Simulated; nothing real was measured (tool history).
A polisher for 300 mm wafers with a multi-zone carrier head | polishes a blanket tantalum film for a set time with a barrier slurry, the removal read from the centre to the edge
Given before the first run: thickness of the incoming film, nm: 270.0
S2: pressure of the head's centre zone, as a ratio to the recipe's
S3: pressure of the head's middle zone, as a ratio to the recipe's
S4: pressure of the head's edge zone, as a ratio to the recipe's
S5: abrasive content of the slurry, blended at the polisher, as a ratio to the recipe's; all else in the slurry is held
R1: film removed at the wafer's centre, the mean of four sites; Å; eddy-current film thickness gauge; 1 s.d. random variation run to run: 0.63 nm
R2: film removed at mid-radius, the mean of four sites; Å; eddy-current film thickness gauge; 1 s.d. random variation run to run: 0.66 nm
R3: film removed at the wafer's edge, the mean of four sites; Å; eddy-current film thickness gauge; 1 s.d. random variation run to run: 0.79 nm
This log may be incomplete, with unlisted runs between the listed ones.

run 1 hour=0 | flow_of_slurry_(ml/min)=310 S2=1 S3=1 S4=1 S5=1 polishing_time_(s)=57 | R1=502.37 R2=566.22 R3=564.72
run 2 hour=6.1 | flow_of_slurry_(ml/min)=315 S2=1.02 S3=0.99 S4=1.01 S5=1.05 polishing_time_(s)=58 | R1=532.56 R2=580.46 R3=588.56
run 3 hour=12.8 | flow_of_slurry_(ml/min)=315 S2=1.02 S3=0.99 S4=1.01 S5=1.05 polishing_time_(s)=67 | R1=605.09 R2=683.62 R3=694.73
run 4 hour=21.6 | flow_of_slurry_(ml/min)=325 S2=1.04 S3=0.98 S4=1.01 S5=1.1 polishing_time_(s)=67 | R1=640.27 R2=677.85 R3=682.39
run 5 hour=29.8 | flow_of_slurry_(ml/min)=325 S2=1.04 S3=0.98 S4=1.01 S5=1.1 polishing_time_(s)=78 | R1=741.35 R2=807.44 R3=815.25
run 6 hour=31 | flow_of_slurry_(ml/min)=325 S2=1.05 S3=0.97 S4=1 S5=1.1 polishing_time_(s)=78 | R1=750.37 R2=797.42 R3=803.14
run 7 hour=33.2 | flow_of_slurry_(ml/min)=325 S2=1.06 S3=0.96 S4=1 S5=1.1 polishing_time_(s)=78 | R1=749.52 R2=773.26 R3=797.17

Run 8 has not been measured yet. What should we expect?
run 8 hour=37.8 | flow_of_slurry_(ml/min)=325 S2=1.07 S3=0.95 S4=1 S5=1.1 polishing_time_(s)=78 | R1=? R2=? R3=?

Run 8 yielded R1 754.97 Å, R2 775.98 Å, R3 786.73 Å.

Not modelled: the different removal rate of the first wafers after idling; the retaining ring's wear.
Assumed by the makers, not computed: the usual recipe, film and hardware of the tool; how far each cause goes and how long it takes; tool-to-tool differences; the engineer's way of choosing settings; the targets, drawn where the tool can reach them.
